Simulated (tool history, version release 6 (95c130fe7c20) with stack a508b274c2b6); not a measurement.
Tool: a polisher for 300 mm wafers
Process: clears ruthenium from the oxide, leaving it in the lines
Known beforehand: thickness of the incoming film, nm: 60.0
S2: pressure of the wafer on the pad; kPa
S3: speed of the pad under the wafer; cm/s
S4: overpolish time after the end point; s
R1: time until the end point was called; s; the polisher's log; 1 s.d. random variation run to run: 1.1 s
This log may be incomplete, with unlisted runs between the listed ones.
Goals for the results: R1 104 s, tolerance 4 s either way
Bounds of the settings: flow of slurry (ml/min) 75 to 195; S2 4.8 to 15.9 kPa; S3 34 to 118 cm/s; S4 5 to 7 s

run 1 hour=0 | flow_of_slurry_(ml/min)=125 S2=10.3 S3=76 S4=7 | R1=89.112
run 2 hour=1.4 | flow_of_slurry_(ml/min)=120 S2=10.3 S3=76 S4=7 | R1=88.729
run 3 hour=4.8 | flow_of_slurry_(ml/min)=120 S2=9.7 S3=76 S4=7 | R1=92.661
run 4 hour=8.7 | flow_of_slurry_(ml/min)=90 S2=9.7 S3=76 S4=7 | R1=96.899
run 5 hour=11.4 | flow_of_slurry_(ml/min)=90 S2=9.7 S3=76 S4=7 | R1=98.086
run 6 hour=18 | flow_of_slurry_(ml/min)=90 S2=9.7 S3=92 S4=7 | R1=79.409
run 7 hour=19.1 | flow_of_slurry_(ml/min)=90 S2=9 S3=92 S4=7 | R1=84.246
run 8 hour=27.4 | flow_of_slurry_(ml/min)=90 S2=8.3 S3=92 S4=7 | R1=88.098
run 9 hour=33.7 | flow_of_slurry_(ml/min)=90 S2=7.6 S3=92 S4=7 | R1=93.392
-- hour=37.7 head pressure recalibrated
run 10 hour=37.7 | flow_of_slurry_(ml/min)=90 S2=7.6 S3=92 S4=7 | R1=86.217
run 11 hour=42.1 | flow_of_slurry_(ml/min)=90 S2=6.9 S3=90 S4=7 | R1=95.457

4 candidate next runs follow, results not yet known. Just one meets every target within its allowed miss. Identify it.
run A hour=46.5 | flow_of_slurry_(ml/min)=90 S2=7.6 S3=98 S4=7 | R1=?
run B hour=46.5 | flow_of_slurry_(ml/min)=95 S2=8.3 S3=88 S4=7 | R1=?
run C hour=46.5 | flow_of_slurry_(ml/min)=90 S2=7.6 S3=96 S4=7 | R1=?
run D hour=46.5 | flow_of_slurry_(ml/min)=80 S2=7.6 S3=78 S4=7 | R1=?

move=A R1=82.749
move=B R1=87.127
move=C R1=84.431
move=D R1=104.91
A: further off than the last run
B: further off than the last run
C: further off than the last run
D: each result inside its tolerance
So the answer is move D, the one that meets all the targets.

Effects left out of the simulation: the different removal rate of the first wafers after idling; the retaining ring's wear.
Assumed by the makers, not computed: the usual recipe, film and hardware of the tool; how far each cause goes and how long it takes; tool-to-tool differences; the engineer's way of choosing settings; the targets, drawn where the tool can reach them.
